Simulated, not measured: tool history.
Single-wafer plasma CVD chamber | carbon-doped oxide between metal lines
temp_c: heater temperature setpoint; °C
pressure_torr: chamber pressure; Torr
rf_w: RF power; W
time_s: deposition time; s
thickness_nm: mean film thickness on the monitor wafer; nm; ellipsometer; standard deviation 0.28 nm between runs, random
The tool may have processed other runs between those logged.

run 1 hour=0 | temp_c=335 pressure_torr=6.15 rf_w=435 time_s=30.3 | thickness_nm=141.25
run 2 hour=1 | temp_c=341 pressure_torr=5.74 rf_w=410 time_s=30.3 | thickness_nm=130.85
run 3 hour=7.2 | temp_c=346 pressure_torr=5.34 rf_w=405 time_s=30.3 | thickness_nm=125.28
run 4 hour=12.1 | temp_c=349 pressure_torr=5.16 rf_w=405 time_s=30.3 | thickness_nm=123.33
run 5 hour=14.2 | temp_c=354 pressure_torr=5.16 rf_w=405 time_s=30.3 | thickness_nm=121.24
run 6 hour=17.5 | temp_c=354 pressure_torr=5.16 rf_w=430 time_s=30.3 | thickness_nm=126.81
run 7 hour=20.2 | temp_c=355 pressure_torr=4.88 rf_w=420 time_s=30.3 | thickness_nm=122.8
run 8 hour=25.3 | temp_c=356 pressure_torr=4.62 rf_w=415 time_s=30.3 | thickness_nm=120.05

Predict the results of run 9:
run 9 hour=28.9 | temp_c=357 pressure_torr=4.5 rf_w=415 time_s=30.3 | thickness_nm=?

thickness_nm: 119.24 nm

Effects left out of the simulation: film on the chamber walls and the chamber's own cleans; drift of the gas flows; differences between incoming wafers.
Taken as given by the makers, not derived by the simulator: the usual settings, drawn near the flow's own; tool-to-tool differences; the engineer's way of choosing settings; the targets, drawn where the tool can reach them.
